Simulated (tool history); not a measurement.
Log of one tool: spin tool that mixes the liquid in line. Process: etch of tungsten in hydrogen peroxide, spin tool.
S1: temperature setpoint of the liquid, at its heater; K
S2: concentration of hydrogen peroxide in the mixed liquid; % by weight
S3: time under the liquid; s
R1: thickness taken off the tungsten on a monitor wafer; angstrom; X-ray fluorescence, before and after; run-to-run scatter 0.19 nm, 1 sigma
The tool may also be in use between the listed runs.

run    day      S1    S2  S3      R1
  1      0  321.15  17.5  15  171.34
  2  0.267  321.15    14  15  153.03
  3  0.396  322.15    14  15  162.92
  4  0.596  322.15    12  15  150.02
  5  0.783  322.15    12  15  151.32
  6  1.092  323.15    12  15  163.53
  7  1.375  324.15    12  15  172.29
  8  1.746  325.15    12  15  183.03
  9  1.933  326.15    12  15  191.99
 10  2.108  326.65    12  15  200.14
 11  2.462  327.15    12  15  205.45
 12  2.667  327.65    12  15  209.47

What does the tool deliver on the next run?
     2.8  -- new drum of peroxide connected
 13  2.8  328.15  12  15   ?

Logged for run 13: R1 223.59 angstrom.
